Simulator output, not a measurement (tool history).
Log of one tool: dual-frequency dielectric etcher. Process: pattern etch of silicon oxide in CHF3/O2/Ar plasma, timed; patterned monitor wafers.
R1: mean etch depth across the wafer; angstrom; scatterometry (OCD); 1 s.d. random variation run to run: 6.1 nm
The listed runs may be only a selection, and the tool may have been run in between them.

run 1 hour=0.0 | source_power_(kW)=0.540 bias_power_(kW)=0.238 etch_time_(s)=672.5 | R1=14553
run 2 hour=3.0 | source_power_(kW)=0.560 bias_power_(kW)=0.239 etch_time_(s)=672.5 | R1=14780
run 3 hour=3.9 | source_power_(kW)=0.570 bias_power_(kW)=0.240 etch_time_(s)=672.5 | R1=15017
run 4 hour=9.3 | source_power_(kW)=0.570 bias_power_(kW)=0.240 etch_time_(s)=672.5 | R1=15039
run 5 hour=11.2 | source_power_(kW)=0.670 bias_power_(kW)=0.240 etch_time_(s)=672.5 | R1=16216
run 6 hour=16.5 | source_power_(kW)=0.670 bias_power_(kW)=0.240 etch_time_(s)=704.0 | R1=17023

Estimate the outcome of run 7 from the log above:
run 7 hour=18.6 | source_power_(kW)=0.650 bias_power_(kW)=0.239 etch_time_(s)=704.0 | R1=?

{"run 7": {"R1": 16683}}
